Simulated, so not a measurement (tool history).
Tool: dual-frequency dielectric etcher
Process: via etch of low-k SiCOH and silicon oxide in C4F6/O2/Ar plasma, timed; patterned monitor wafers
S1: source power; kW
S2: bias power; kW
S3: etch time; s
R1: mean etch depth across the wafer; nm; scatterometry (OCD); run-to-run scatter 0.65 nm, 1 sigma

run	day	S1	S2	S3	R1
1	0.000	0.470	0.204	56.5	148.54
2	0.129	0.410	0.204	56.5	143.25
3	0.483	0.410	0.204	59.0	148.81
4	0.850	0.470	0.204	59.0	155.29
5	1.212	0.430	0.197	59.0	150.35
6	1.492	0.400	0.192	59.0	144.68
7	1.850	0.380	0.191	59.0	144.07

Expected results for the next run?
8	2.029	0.360	0.188	59.0	?

{"run 8": {"R1": 140.27}}

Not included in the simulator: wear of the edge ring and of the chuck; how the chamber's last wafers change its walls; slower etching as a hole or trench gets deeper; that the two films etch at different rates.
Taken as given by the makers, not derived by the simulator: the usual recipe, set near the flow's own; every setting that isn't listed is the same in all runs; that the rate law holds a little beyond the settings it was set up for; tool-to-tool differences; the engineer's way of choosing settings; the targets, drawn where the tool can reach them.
